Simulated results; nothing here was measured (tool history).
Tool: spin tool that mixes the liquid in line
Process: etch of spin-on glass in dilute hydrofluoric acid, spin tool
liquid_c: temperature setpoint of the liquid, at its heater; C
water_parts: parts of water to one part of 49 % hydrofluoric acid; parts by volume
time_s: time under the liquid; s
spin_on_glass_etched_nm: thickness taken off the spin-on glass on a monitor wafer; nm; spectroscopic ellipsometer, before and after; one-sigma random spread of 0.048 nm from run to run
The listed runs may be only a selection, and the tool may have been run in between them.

| run | hour | liquid_c | water_parts | time_s | spin_on_glass_etched_nm |
|---|---|---|---|---|---|
| 1 | 0.0 | 25.0 | 145 | 35 | 7.6400 |
| 2 | 7.6 | 25.0 | 125 | 35 | 9.1176 |
| 3 | 15.3 | 25.0 | 170 | 35 | 6.3032 |
| 4 | 19.5 | 25.0 | 170 | 30 | 5.3451 |
| 5 | 25.7 | 27.5 | 155 | 30 | 6.5087 |
| 6 | 30.9 | 29.0 | 140 | 30 | 7.8518 |
| 7 | 36.7 | 30.0 | 130 | 30 | 8.9342 |

What does the tool deliver on the next run?
| 8 | 45.6 | 31.0 | 125 | 30 | ? |

spin_on_glass_etched_nm: 9.6432 nm

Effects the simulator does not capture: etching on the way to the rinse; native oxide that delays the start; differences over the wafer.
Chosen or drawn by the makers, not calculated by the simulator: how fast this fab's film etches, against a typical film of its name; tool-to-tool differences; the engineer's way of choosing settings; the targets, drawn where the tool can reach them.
